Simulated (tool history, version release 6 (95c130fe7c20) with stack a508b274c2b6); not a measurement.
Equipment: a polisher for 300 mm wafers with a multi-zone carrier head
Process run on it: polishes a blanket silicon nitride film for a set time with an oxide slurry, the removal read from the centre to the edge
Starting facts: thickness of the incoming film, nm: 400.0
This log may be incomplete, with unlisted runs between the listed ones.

run  hour  flow of slurry (ml/min)  pressure of the head's centre zone  pressure of the head's middle zone  pressure of the head's edge zone  abrasive content of the slurry  polishing time (s)  film removed at the wafer's centre (nm)  film removed at mid-radius (nm)  film removed at the wafer's edge (nm)
  1     0                      270                                   1                                   1                                 1                               1                  63                                   45.824                           47.096                                 47.706
  2   3.3                      260                                0.96                                   1                              0.95                            0.85                  58                                   38.125                            41.09                                 39.973
  3  11.5                      260                                0.96                                0.96                              0.95                            0.85                  58                                   37.984                           39.698                                 40.528
  4  15.1                      260                                0.96                                0.96                              0.95                            0.75                  58                                   36.357                            38.11                                 39.037
  5  23.8                      260                                0.96                                0.96                              0.95                            0.75                  73                                   45.888                           48.046                                 48.917
  6  26.2                      260                                   1                                0.96                              0.95                            0.75                  73                                   48.384                           47.851                                 48.758

What will run 7 give?
  7  30.2                      235                                 0.9                                0.99                              0.85                             0.5                  55                                        ?                                ?                                      ?

For run 7 the tool returned film removed at the wafer's centre (nm) 27.898, film removed at mid-radius (nm) 31.668, film removed at the wafer's edge (nm) 30.042.
